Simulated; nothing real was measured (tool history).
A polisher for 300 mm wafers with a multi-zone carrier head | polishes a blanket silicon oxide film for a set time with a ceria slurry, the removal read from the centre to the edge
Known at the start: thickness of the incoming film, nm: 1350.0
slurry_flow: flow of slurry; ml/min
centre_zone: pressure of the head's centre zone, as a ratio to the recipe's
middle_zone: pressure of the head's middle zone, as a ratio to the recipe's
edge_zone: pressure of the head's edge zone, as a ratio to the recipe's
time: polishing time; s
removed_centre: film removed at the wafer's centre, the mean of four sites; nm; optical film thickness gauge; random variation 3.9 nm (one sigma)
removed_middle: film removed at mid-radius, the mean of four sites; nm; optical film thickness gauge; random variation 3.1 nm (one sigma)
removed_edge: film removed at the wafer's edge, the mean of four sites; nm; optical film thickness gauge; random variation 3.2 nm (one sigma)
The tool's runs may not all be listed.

run    day  slurry_flow  centre_zone  middle_zone  edge_zone  time  removed_centre  removed_middle  removed_edge
  1  0.000          135         1.00         1.00       1.00    89          362.77          363.61        370.47
  2  0.304          135         1.00         1.00       1.00   103          427.28          417.71        427.39
  3  0.592          130         0.98         0.98       1.00   100          406.30          395.17        420.33
  4  0.958          125         0.96         0.97       1.00    97          367.30          376.57        395.88
  5  1.021          120         0.95         0.95       1.00    95          364.72          367.26        386.28
  6  1.112          120         0.95         0.95       0.94    95          357.01          360.25        376.23

Run 7 comes next. What will it give?
  7  1.229          115         0.94         0.93       0.95    93               ?               ?             ?

removed_centre: 340.16 nm
removed_middle: 347.64 nm
removed_edge: 367.26 nm
